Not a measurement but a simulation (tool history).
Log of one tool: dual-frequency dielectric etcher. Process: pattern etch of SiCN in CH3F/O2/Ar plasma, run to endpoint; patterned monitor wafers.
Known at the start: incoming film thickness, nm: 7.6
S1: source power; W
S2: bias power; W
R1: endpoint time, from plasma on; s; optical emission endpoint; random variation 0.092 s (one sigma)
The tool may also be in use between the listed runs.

Run 1, hour 0: S1 280 W, S2 102 W. Result: R1 18.74 s.
Run 2, hour 5.1: S1 270 W, S2 102 W. Result: R1 19.068 s.
Run 3, hour 11.7: S1 260 W, S2 102 W. Result: R1 19.534 s.
Run 4, hour 20.5: S1 280 W, S2 102 W. Result: R1 18.836 s.
Run 5, hour 28.5: S1 270 W, S2 102 W. Result: R1 19.079 s.
Run 6, hour 32.7: S1 250 W, S2 102 W. Result: R1 19.961 s.

The next listed run, before its measurement:
Run 7, hour 39.2: S1 240 W, S2 102 W. Result: R1 ?.

R1: 20.215 s

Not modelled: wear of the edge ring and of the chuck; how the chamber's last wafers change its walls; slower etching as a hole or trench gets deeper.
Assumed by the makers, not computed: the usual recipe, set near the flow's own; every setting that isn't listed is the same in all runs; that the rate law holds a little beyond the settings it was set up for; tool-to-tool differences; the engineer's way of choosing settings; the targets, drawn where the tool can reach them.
